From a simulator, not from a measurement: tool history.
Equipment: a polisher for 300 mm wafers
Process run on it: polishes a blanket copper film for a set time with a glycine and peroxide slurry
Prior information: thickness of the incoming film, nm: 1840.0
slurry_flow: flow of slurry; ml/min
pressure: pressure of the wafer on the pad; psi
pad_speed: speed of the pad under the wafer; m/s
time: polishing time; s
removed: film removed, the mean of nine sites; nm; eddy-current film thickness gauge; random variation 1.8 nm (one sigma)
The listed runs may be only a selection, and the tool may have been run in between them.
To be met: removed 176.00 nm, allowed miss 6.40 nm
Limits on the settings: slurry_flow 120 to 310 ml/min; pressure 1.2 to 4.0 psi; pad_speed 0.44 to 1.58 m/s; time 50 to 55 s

run 1 day=0.000 | slurry_flow=200 pressure=2.6 pad_speed=1.00 time=55 | removed=250.09
run 2 day=0.096 | slurry_flow=200 pressure=2.6 pad_speed=0.76 time=55 | removed=203.82
run 3 day=0.142 | slurry_flow=150 pressure=2.6 pad_speed=0.76 time=55 | removed=197.48
run 4 day=0.421 | slurry_flow=150 pressure=2.5 pad_speed=0.76 time=55 | removed=193.56
run 5 day=0.738 | slurry_flow=150 pressure=2.5 pad_speed=1.00 time=55 | removed=240.11
run 6 day=1.046 | slurry_flow=150 pressure=2.2 pad_speed=1.00 time=55 | removed=216.87
run 7 day=1.083 | slurry_flow=150 pressure=2.0 pad_speed=1.00 time=55 | removed=203.72
run 8 day=1.142 | slurry_flow=145 pressure=1.5 pad_speed=0.98 time=55 | removed=162.99
run 9 day=1.462 | slurry_flow=145 pressure=1.6 pad_speed=0.98 time=55 | removed=167.40
-- day=1.804 head pressure recalibrated
run 10 day=1.804 | slurry_flow=150 pressure=1.8 pad_speed=0.98 time=55 | removed=190.86

Pick the move, out of 5, that brings all results within their allowed miss; only one does.
run A day=2.146 | slurry_flow=135 pressure=2.1 pad_speed=1.10 time=50 | removed=?
run B day=2.146 | slurry_flow=135 pressure=1.9 pad_speed=0.96 time=55 | removed=?
run C day=2.146 | slurry_flow=205 pressure=1.9 pad_speed=0.92 time=50 | removed=?
run D day=2.146 | slurry_flow=125 pressure=2.1 pad_speed=1.00 time=55 | removed=?
run E day=2.146 | slurry_flow=125 pressure=2.0 pad_speed=1.00 time=51 | removed=?

move=A removed=207.84
move=B removed=190.60
move=C removed=175.58
move=D removed=210.16
move=E removed=187.76
A: its largest miss is bigger than the last run's
B: about the same distance from the targets as the last run
C: in spec on every target
D: its largest miss is bigger than the last run's
E: moves toward the targets from the last run without getting all of them in spec
The right move is C.

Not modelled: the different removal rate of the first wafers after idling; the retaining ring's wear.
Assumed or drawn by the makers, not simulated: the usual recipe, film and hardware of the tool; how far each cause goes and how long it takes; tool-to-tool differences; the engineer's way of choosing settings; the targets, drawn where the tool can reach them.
